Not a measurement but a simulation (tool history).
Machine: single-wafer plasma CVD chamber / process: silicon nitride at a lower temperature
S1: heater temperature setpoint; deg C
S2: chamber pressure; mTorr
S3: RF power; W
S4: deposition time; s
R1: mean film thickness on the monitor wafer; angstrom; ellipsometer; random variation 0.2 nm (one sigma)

Run 1, day 0.000: S1 340 deg C, S2 1970 mTorr, S3 375 W, S4 40.4 s. Result: R1 529.61 angstrom.
Run 2, day 0.167: S1 335 deg C, S2 1970 mTorr, S3 375 W, S4 40.4 s. Result: R1 532.42 angstrom.
Run 3, day 0.421: S1 335 deg C, S2 1870 mTorr, S3 375 W, S4 40.4 s. Result: R1 520.85 angstrom.
Run 4, day 0.554: S1 335 deg C, S2 1810 mTorr, S3 375 W, S4 40.4 s. Result: R1 511.51 angstrom.
Run 5, day 0.742: S1 335 deg C, S2 2120 mTorr, S3 375 W, S4 40.4 s. Result: R1 545.40 angstrom.
Run 6, day 1.021: S1 335 deg C, S2 2120 mTorr, S3 395 W, S4 40.4 s. Result: R1 560.72 angstrom.
Run 7, day 1.288: S1 335 deg C, S2 1980 mTorr, S3 395 W, S4 40.4 s. Result: R1 553.40 angstrom.
Run 8, day 1.533: S1 335 deg C, S2 1850 mTorr, S3 395 W, S4 40.4 s. Result: R1 535.27 angstrom.
Run 9, day 1.821: S1 335 deg C, S2 1770 mTorr, S3 395 W, S4 40.4 s. Result: R1 527.40 angstrom.
Run 10, day 2.042: S1 335 deg C, S2 1700 mTorr, S3 395 W, S4 40.4 s. Result: R1 521.16 angstrom.
At day 2.158: thermocouple changed; heater temperature recalibrated.
Run 11, day 2.158: S1 335 deg C, S2 1350 mTorr, S3 390 W, S4 40.4 s. Result: R1 467.14 angstrom.
Run 12, day 2.358: S1 335 deg C, S2 1400 mTorr, S3 390 W, S4 40.4 s. Result: R1 476.87 angstrom.

Estimate the outcome of run 13 from the log above:
Run 13, day 2.567: S1 335 deg C, S2 1440 mTorr, S3 390 W, S4 40.4 s. Result: R1 ?.

R1: 483.34 angstrom

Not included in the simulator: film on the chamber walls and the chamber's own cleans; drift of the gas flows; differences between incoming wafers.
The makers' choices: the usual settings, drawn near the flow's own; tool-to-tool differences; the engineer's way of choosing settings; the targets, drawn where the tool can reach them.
